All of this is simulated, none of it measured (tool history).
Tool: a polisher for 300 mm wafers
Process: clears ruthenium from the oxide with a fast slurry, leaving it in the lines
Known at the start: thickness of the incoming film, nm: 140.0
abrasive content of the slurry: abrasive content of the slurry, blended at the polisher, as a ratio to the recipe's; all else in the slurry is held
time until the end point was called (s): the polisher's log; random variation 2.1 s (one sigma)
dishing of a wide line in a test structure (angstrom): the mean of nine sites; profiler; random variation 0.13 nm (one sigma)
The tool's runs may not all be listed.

| run | hour | flow of slurry (ml/min) | pressure of the wafer on the pad (kPa) | speed of the pad under the wafer (cm/s) | abrasive content of the slurry | overpolish time after the end point (s) | time until the end point was called (s) | dishing of a wide line in a test structure (angstrom) |
|---|---|---|---|---|---|---|---|---|
| 1 | 0 | 140 | 11.7 | 76 | 1 | 11 | 67.415 | 201.15 |
| 2 | 1.3 | 135 | 11 | 72 | 1 | 12 | 77.039 | 189.15 |
| 3 | 6.2 | 135 | 11 | 72 | 1.2 | 12 | 71.202 | 202.13 |
| 4 | 9.2 | 135 | 11 | 72 | 1.35 | 12 | 71.371 | 209.79 |
| 5 | 14.1 | 120 | 11 | 72 | 1.35 | 12 | 71.468 | 203.03 |
| 6 | 17.8 | 120 | 11 | 56 | 1.35 | 12 | 91.456 | 160.67 |
| 7 | 25.7 | 120 | 10.3 | 54 | 1.35 | 13 | 99.81 | 161.66 |
| 8 | 32.6 | 120 | 9.7 | 52 | 1.35 | 14 | 109.3 | 153.26 |
| 9 | 33.2 | 120 | 9 | 50 | 1.35 | 15 | 123.95 | 151.08 |
| 10 | 41.7 | 120 | 8.3 | 50 | 1.35 | 15 | 133.84 | 141.28 |
| 11 | 43.5 | 105 | 6.9 | 48 | 1.35 | 17 | 170.75 | 123.78 |

Run 12 comes next. What will it give?
| 12 | 44.6 | 95 | 6.2 | 48 | 1.35 | 18 | ? | ? |

time until the end point was called (s): 193.88
dishing of a wide line in a test structure (angstrom): 115.59
